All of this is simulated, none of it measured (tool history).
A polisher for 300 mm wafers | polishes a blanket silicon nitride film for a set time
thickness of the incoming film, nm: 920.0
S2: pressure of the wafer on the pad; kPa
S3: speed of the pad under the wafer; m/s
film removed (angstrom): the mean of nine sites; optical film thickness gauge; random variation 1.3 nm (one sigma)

{"run": 1, "hour": 0.0, "flow of slurry (ml/min)": 240, "S2": 31.7, "S3": 1.18, "polishing time (s)": 44, "film removed (angstrom)": 1174.2}
{"run": 2, "hour": 2.3, "flow of slurry (ml/min)": 280, "S2": 31.7, "S3": 1.18, "polishing time (s)": 44, "film removed (angstrom)": 1179.7}
{"run": 3, "hour": 8.6, "flow of slurry (ml/min)": 280, "S2": 29.6, "S3": 1.18, "polishing time (s)": 44, "film removed (angstrom)": 1106.8}
{"run": 4, "hour": 15.3, "flow of slurry (ml/min)": 280, "S2": 36.5, "S3": 1.18, "polishing time (s)": 44, "film removed (angstrom)": 1366.1}
{"run": 5, "hour": 24.2, "flow of slurry (ml/min)": 280, "S2": 33.1, "S3": 1.16, "polishing time (s)": 44, "film removed (angstrom)": 1188.1}
{"run": 6, "hour": 31.9, "flow of slurry (ml/min)": 230, "S2": 33.1, "S3": 1.16, "polishing time (s)": 44, "film removed (angstrom)": 1225.7}
{"run": 7, "hour": 34.8, "flow of slurry (ml/min)": 230, "S2": 31, "S3": 1.16, "polishing time (s)": 44, "film removed (angstrom)": 1104.2}
{"run": 8, "hour": 42.9, "flow of slurry (ml/min)": 230, "S2": 29.6, "S3": 1.16, "polishing time (s)": 44, "film removed (angstrom)": 1082.7}
{"run": 9, "hour": 51.9, "flow of slurry (ml/min)": 230, "S2": 28.3, "S3": 1.16, "polishing time (s)": 44, "film removed (angstrom)": 1030.6}

Forecast run 10:
{"run": 10, "hour": 53.8, "flow of slurry (ml/min)": 230, "S2": 27.6, "S3": 1.16, "polishing time (s)": 44, "film removed (angstrom)": "?"}

Run 10 gave film removed (angstrom) 992.82.
